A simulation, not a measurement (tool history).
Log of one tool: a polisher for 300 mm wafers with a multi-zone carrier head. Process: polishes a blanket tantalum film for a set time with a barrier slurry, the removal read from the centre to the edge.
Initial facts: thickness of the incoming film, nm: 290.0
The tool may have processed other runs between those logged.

run	day	flow of slurry (ml/min)	pressure of the head's centre zone	pressure of the head's middle zone	pressure of the head's edge zone	abrasive content of the slurry	polishing time (s)	film removed at the wafer's centre (Å)	film removed at mid-radius (Å)	film removed at the wafer's edge (Å)
1	0	265	1	1	1	1	33	767.3	748.38	743.38
2	0.308	265	1	1	0.91	1	33	780.41	740.82	718.04
3	0.379	270	1.01	1.01	0.94	1.05	33	758.53	766.71	729.04
4	0.662	270	1.03	1	0.94	1.1	34	833.41	795.74	758.97
5	0.9	275	1.04	1	0.96	1.15	34	849.88	810.06	797.29
6	1.212	275	1.04	0.94	0.96	1.15	34	856.79	760.2	791.73
7	1.354	280	1.05	0.96	0.97	1.15	34	865.35	805.28	795.55
8	1.392	290	1.06	0.96	0.99	1.15	34	889.1	810.34	805.39
9	1.492	300	1.06	0.96	1	1.15	34	874.87	798.6	817.48

Expected results for the next run?
10	1.8	305	1.07	0.97	1.01	1.15	34	?	?	?

{"run 10": {"film removed at the wafer's centre (Å)": 879.36, "film removed at mid-radius (Å)": 807.53, "film removed at the wafer's edge (Å)": 819.07}}
